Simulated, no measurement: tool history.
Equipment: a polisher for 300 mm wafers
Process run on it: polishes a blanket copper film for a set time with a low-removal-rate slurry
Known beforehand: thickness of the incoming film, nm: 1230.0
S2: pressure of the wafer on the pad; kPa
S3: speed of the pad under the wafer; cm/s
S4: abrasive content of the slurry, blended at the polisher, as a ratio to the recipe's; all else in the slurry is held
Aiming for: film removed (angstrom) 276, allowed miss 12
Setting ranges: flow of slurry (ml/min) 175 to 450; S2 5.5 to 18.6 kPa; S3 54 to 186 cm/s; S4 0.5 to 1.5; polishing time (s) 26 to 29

{"run": 1, "hour": 0.0, "flow of slurry (ml/min)": 290, "S2": 11.7, "S3": 118, "S4": 1, "polishing time (s)": 29, "film removed (angstrom)": 718.34}
{"run": 2, "hour": 5.4, "flow of slurry (ml/min)": 290, "S2": 11.7, "S3": 118, "S4": 1.15, "polishing time (s)": 29, "film removed (angstrom)": 739.18}
{"run": 3, "hour": 13.5, "flow of slurry (ml/min)": 290, "S2": 10.3, "S3": 106, "S4": 1.15, "polishing time (s)": 29, "film removed (angstrom)": 605.17}
{"run": 4, "hour": 20.1, "flow of slurry (ml/min)": 290, "S2": 10.3, "S3": 106, "S4": 1.25, "polishing time (s)": 29, "film removed (angstrom)": 602.58}
{"run": 5, "hour": 23.9, "flow of slurry (ml/min)": 290, "S2": 9, "S3": 94, "S4": 1.25, "polishing time (s)": 29, "film removed (angstrom)": 474.34}
{"run": 6, "hour": 28.9, "flow of slurry (ml/min)": 290, "S2": 9, "S3": 94, "S4": 1.05, "polishing time (s)": 29, "film removed (angstrom)": 454.24}
{"run": 7, "hour": 30.2, "flow of slurry (ml/min)": 290, "S2": 8.3, "S3": 90, "S4": 1.05, "polishing time (s)": 29, "film removed (angstrom)": 401.77}
{"run": 8, "hour": 34.7, "flow of slurry (ml/min)": 290, "S2": 7.6, "S3": 88, "S4": 1.05, "polishing time (s)": 29, "film removed (angstrom)": 352.51}
{"run": 9, "hour": 42.4, "flow of slurry (ml/min)": 290, "S2": 6.9, "S3": 88, "S4": 1.05, "polishing time (s)": 29, "film removed (angstrom)": 331.62}
{"run": 10, "hour": 49.0, "flow of slurry (ml/min)": 290, "S2": 6.2, "S3": 86, "S4": 1.05, "polishing time (s)": 29, "film removed (angstrom)": 291.47}
{"run": 11, "hour": 55.5, "flow of slurry (ml/min)": 290, "S2": 5.5, "S3": 86, "S4": 1.05, "polishing time (s)": 29, "film removed (angstrom)": 261.63}

Consider the 5 candidate settings below. Which is the only one whose results all fall within their allowed miss of target?
{"run": "A", "hour": 62.0, "flow of slurry (ml/min)": 275, "S2": 8.3, "S3": 70, "S4": 1, "polishing time (s)": 29, "film removed (angstrom)": "?"}
{"run": "B", "hour": 62.0, "flow of slurry (ml/min)": 285, "S2": 6.2, "S3": 90, "S4": 1.2, "polishing time (s)": 26, "film removed (angstrom)": "?"}
{"run": "C", "hour": 62.0, "flow of slurry (ml/min)": 295, "S2": 6.2, "S3": 76, "S4": 1, "polishing time (s)": 28, "film removed (angstrom)": "?"}
{"run": "D", "hour": 62.0, "flow of slurry (ml/min)": 270, "S2": 5.5, "S3": 100, "S4": 1.05, "polishing time (s)": 29, "film removed (angstrom)": "?"}
{"run": "E", "hour": 62.0, "flow of slurry (ml/min)": 280, "S2": 7.6, "S3": 84, "S4": 0.7, "polishing time (s)": 28, "film removed (angstrom)": "?"}

move=A film_removed_(angstrom)=304.57
move=B film_removed_(angstrom)=277.18
move=C film_removed_(angstrom)=243.62
move=D film_removed_(angstrom)=294.68
move=E film_removed_(angstrom)=295.5
A: moves the result that the last run missed by most past its target, out the other side
B: every result within its allowed miss
C: its largest miss is bigger than the last run's
D: moves the result that the last run missed by most past its target, out the other side
E: moves the result that the last run missed by most past its target, out the other side
Move B is the one to make.

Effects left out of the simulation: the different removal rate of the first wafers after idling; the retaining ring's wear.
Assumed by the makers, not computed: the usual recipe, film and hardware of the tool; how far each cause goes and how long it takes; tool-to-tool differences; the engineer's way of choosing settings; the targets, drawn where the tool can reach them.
